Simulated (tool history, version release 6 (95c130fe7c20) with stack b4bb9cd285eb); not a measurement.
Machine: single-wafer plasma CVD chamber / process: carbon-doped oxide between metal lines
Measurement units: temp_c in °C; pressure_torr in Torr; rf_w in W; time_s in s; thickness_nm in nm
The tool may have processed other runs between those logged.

run,hour,temp_c,pressure_torr,rf_w,time_s,thickness_nm
1,0,350,6.95,575,29.3,147.84
2,8.7,347,7.11,595,29.3,153.05
3,9.8,345,7.28,610,29.3,156.94
4,14.5,343,7.44,620,29.3,161.38
5,19,341,7.67,625,29.3,163.51
6,27.8,341,7.67,625,29.3,163.05
7,29.1,339,7.81,630,29.3,164.77
8,30.2,338,7.91,640,29.3,168.59

Run 9, settings as shown, results not yet in. Your forecast:
9,34.6,337,8.03,645,29.3,?

thickness_nm: 168.49 nm
